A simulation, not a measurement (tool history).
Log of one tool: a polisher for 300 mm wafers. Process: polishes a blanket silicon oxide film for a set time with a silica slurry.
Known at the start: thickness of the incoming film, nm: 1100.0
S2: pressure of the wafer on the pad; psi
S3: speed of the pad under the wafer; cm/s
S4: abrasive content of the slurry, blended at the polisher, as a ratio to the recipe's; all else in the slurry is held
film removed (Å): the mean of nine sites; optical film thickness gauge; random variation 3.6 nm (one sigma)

run 1 hour=0.0 | flow_of_slurry_(ml/min)=150 S2=5.4 S3=98 S4=1.0 polishing_time_(s)=53 | film_removed_(Å)=1975.5
run 2 hour=7.9 | flow_of_slurry_(ml/min)=150 S2=5.4 S3=108 S4=1.0 polishing_time_(s)=53 | film_removed_(Å)=2037.8
run 3 hour=9.3 | flow_of_slurry_(ml/min)=150 S2=5.4 S3=108 S4=1.0 polishing_time_(s)=48 | film_removed_(Å)=1903.1
run 4 hour=16.7 | flow_of_slurry_(ml/min)=150 S2=5.6 S3=108 S4=1.0 polishing_time_(s)=48 | film_removed_(Å)=1960.5
run 5 hour=23.0 | flow_of_slurry_(ml/min)=150 S2=5.8 S3=108 S4=1.0 polishing_time_(s)=48 | film_removed_(Å)=2014.5
run 6 hour=26.6 | flow_of_slurry_(ml/min)=150 S2=5.8 S3=108 S4=1.0 polishing_time_(s)=48 | film_removed_(Å)=2014.3

Run 7 comes next. What will it give?
run 7 hour=34.4 | flow_of_slurry_(ml/min)=150 S2=6.0 S3=108 S4=1.0 polishing_time_(s)=48 | film_removed_(Å)=?

Run 7 gave film removed (Å) 2109.1.

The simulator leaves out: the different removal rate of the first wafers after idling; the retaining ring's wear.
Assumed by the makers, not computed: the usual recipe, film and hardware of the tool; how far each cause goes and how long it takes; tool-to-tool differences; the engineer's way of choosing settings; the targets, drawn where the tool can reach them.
